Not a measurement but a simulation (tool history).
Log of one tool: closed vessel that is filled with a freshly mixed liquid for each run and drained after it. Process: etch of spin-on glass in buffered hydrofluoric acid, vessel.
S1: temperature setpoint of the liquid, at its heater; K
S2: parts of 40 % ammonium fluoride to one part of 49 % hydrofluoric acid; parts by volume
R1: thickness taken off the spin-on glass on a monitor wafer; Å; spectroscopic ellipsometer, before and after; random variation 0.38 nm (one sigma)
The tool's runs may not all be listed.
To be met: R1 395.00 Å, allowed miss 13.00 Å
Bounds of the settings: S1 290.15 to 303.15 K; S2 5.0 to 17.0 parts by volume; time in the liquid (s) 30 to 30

{"run": 1, "day": 0.0, "S1": 295.15, "S2": 10.5, "time in the liquid (s)": 30, "R1": 508.33}
{"run": 2, "day": 0.333, "S1": 297.15, "S2": 10.5, "time in the liquid (s)": 30, "R1": 568.58}
{"run": 3, "day": 0.579, "S1": 297.15, "S2": 10.5, "time in the liquid (s)": 30, "R1": 570.8}
{"run": 4, "day": 0.904, "S1": 295.15, "S2": 10.5, "time in the liquid (s)": 30, "R1": 511.29}
{"run": 5, "day": 1.175, "S1": 295.15, "S2": 13.0, "time in the liquid (s)": 30, "R1": 414.89}
{"day": 1.233, "done": "thermometer replaced"}
{"run": 6, "day": 1.233, "S1": 295.15, "S2": 13.0, "time in the liquid (s)": 30, "R1": 442.75}
{"run": 7, "day": 1.425, "S1": 294.65, "S2": 13.0, "time in the liquid (s)": 30, "R1": 433.94}
{"run": 8, "day": 1.671, "S1": 294.15, "S2": 13.0, "time in the liquid (s)": 30, "R1": 428.27}

4 next moves are on the table. One of them brings every result within its allowed miss. Which?
{"run": "A", "day": 1.917, "S1": 294.15, "S2": 12.5, "time in the liquid (s)": 30, "R1": "?"}
{"run": "B", "day": 1.917, "S1": 297.65, "S2": 14.0, "time in the liquid (s)": 30, "R1": "?"}
{"run": "C", "day": 1.917, "S1": 294.65, "S2": 12.0, "time in the liquid (s)": 30, "R1": "?"}
{"run": "D", "day": 1.917, "S1": 294.15, "S2": 14.0, "time in the liquid (s)": 30, "R1": "?"}

move=A R1=439.61
move=B R1=476.97
move=C R1=470.42
move=D R1=393.38
A: further off than the last run
B: further off than the last run
C: further off than the last run
D: meets every target
Answer: D

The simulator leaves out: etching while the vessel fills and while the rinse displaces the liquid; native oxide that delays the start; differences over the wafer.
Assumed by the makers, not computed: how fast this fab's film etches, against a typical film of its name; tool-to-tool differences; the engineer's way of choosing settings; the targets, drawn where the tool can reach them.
